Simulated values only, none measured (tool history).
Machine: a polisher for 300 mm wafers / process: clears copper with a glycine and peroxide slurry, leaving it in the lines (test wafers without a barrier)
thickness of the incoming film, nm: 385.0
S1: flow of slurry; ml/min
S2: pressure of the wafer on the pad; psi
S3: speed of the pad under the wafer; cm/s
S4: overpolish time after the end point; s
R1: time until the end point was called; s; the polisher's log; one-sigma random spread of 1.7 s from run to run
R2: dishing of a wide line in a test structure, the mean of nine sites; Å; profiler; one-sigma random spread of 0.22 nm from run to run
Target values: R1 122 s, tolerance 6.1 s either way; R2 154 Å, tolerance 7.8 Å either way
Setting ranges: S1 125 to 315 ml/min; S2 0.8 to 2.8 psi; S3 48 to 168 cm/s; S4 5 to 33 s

run,hour,S1,S2,S3,S4,R1,R2
1,0,205,1.8,108,17,107.77,385.1
2,3.3,200,1.6,112,15,111.84,331.14
3,8.2,185,1.4,116,13,114.56,280.64
4,10.2,225,1.4,116,13,113.06,281.34
5,18.8,195,1.4,116,13,115.17,284.36
6,19.9,195,1.4,116,17,117.17,352.67
7,28.9,215,1.3,114,15,120.97,302.59
8,33.5,230,1.2,116,13,124.56,261.13
9,37.2,245,1.1,118,11,125.94,230.25
10,40,260,1,120,10,130.61,201.68
11,44.5,265,1,122,9,127.33,180.21
12,47.8,265,1,124,9,124.76,185.66
13,55.8,265,1,126,9,121.97,184.2
14,61,265,1,128,9,123.92,191.43
15,66.8,265,1,128,8,125.96,169.9
16,73.7,265,1,130,8,121.14,174.49
17,82.7,265,1,132,8,123.14,171.41

Pick the move, out of 5, that brings all results within their allowed miss; only one does.
A,91.7,275,0.9,122,8,?,?
B,91.7,270,0.9,142,7,?,?
C,91.7,215,0.8,148,9,?,?
D,91.7,255,0.8,128,8,?,?
E,91.7,260,0.9,118,8,?,?

move,R1,R2
A,133.57,159.76
B,121.79,153.4
C,128.12,184.24
D,137.39,155.37
E,137.04,156.08
A: corrects the largest miss of the last run, while another result sits out of spec
B: all results in spec
C: misses by more than the last run did
D: corrects the largest miss of the last run, while another result sits out of spec
E: corrects the largest miss of the last run, while another result sits out of spec
So the answer is move B, the one that meets all the targets.
